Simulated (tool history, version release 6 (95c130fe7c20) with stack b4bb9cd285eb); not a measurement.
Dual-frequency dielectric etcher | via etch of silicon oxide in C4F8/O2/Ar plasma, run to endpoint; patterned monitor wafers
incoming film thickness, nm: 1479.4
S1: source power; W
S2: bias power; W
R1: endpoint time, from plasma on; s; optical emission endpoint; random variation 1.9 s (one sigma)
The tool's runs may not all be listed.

run	hour	S1	S2	R1
1	0.0	1930	2411	261.33
2	3.2	1850	2365	266.03
3	11.7	1670	2365	280.38
4	15.2	1880	2365	263.52
5	19.6	1880	1973	279.73
6	22.9	2110	1973	266.72

Run 7 comes next. What will it give?
7	26.3	2030	1951	?

R1: 270.40 s

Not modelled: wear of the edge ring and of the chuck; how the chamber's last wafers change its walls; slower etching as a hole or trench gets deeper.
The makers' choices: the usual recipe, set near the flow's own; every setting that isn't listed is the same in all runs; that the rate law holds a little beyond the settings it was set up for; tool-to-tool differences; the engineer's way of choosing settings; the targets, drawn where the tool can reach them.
